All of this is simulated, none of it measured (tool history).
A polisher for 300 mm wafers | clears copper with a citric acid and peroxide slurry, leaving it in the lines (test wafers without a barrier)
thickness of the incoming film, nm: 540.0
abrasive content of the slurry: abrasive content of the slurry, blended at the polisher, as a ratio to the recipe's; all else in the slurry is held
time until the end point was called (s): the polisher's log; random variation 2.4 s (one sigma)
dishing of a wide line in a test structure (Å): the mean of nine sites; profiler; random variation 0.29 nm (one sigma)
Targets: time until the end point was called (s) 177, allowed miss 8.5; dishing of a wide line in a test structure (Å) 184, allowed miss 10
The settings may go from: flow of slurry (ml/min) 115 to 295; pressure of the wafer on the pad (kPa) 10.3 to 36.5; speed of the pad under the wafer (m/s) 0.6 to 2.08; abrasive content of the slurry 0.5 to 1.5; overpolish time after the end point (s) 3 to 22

run  hour  flow of slurry (ml/min)  pressure of the wafer on the pad (kPa)  speed of the pad under the wafer (m/s)  abrasive content of the slurry  overpolish time after the end point (s)  time until the end point was called (s)  dishing of a wide line in a test structure (Å)
  1     0                      190                                    23.4                                    1.34                               1                                       11                                   185.01                                          234.94
  2   0.8                      190                                    23.4                                    1.22                               1                                       11                                    199.3                                          217.37
  3   2.2                      190                                    23.4                                    0.98                               1                                       11                                   228.49                                           194.3
  4   3.4                      190                                    24.1                                    0.98                               1                                       10                                   222.14                                          188.29
  5   6.1                      190                                    24.1                                    0.98                               1                                        7                                   224.21                                          133.67
  6   9.5                      190                                    24.8                                    0.98                               1                                        7                                   217.54                                          131.66
  7  16.6                      190                                    25.5                                    0.98                               1                                        7                                   212.34                                          136.09
  8  18.4                      190                                    26.2                                    0.98                               1                                        7                                   207.15                                          141.68
  9  19.1                      190                                    26.9                                    0.98                               1                                        7                                   205.81                                          137.23

4 next moves are on the table. One of them brings every result within its allowed miss. Which?
  A  19.8                      155                                    26.9                                    1.44                             1.1                                        6                                        ?                                               ?
  B  19.8                      225                                    33.1                                    0.94                             0.8                                        8                                        ?                                               ?
  C  19.8                      200                                    26.2                                    1.48                            1.15                                        7                                        ?                                               ?
  D  19.8                      185                                    31.7                                     1.1                             1.2                                        7                                        ?                                               ?

move  time until the end point was called (s)  dishing of a wide line in a test structure (Å)
   A                                   159.52                                          153.31
   B                                   177.88                                          182.22
   C                                   152.54                                          184.98
   D                                   154.41                                          183.47
A: nearer than the last run, and not there yet
B: meets every target
C: brings the result that was furthest off to its target, and leaves another outside
D: brings the result that was furthest off to its target, and leaves another outside
Answer: B
